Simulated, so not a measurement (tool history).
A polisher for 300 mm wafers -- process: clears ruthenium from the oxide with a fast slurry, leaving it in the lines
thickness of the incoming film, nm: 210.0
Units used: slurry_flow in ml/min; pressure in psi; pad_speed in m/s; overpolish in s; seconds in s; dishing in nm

| run | day | slurry_flow | pressure | pad_speed | slurry_solids | overpolish | seconds | dishing |
|---|---|---|---|---|---|---|---|---|
| 1 | 0 | 175 | 1.7 | 1.1 | 1 | 11 | 59.099 | 31.377 |
| 2 | 0.212 | 175 | 1.7 | 1.1 | 1 | 9 | 57.853 | 26.504 |
| 3 | 0.588 | 135 | 1.7 | 1.1 | 1 | 9 | 59.759 | 26.23 |
| 4 | 0.942 | 135 | 1.9 | 1.12 | 1 | 10 | 54.39 | 30.368 |
| 5 | 1.017 | 135 | 1.9 | 1.12 | 1 | 6 | 54.234 | 19.514 |
| 6 | 1.35 | 135 | 1.8 | 1.24 | 1 | 8 | 51.179 | 26.597 |
| 7 | 1.6 | 135 | 1.9 | 1.3 | 1 | 9 | 46.951 | 31.973 |
| 8 | 1.792 | 135 | 2 | 1.34 | 1 | 10 | 45.12 | 36.869 |
| 9 | 1.983 | 135 | 2.1 | 1.36 | 1 | 11 | 43.333 | 41.427 |
| 10 | 2.121 | 135 | 2.2 | 1.38 | 1 | 11 | 40.428 | 43.431 |
| 11 | 2.146 | 135 | 2.2 | 1.38 | 1 | 11 | 41.222 | 43.787 |
| 12 | 2.375 | 135 | 2.3 | 1.4 | 1 | 11 | 38.89 | 43.853 |

For run 13, what comes out?
| 13 | 2.75 | 135 | 2.3 | 1.42 | 1 | 11 | ? | ? |

Logged for run 13: seconds 38.32 s, dishing 45.21 nm.
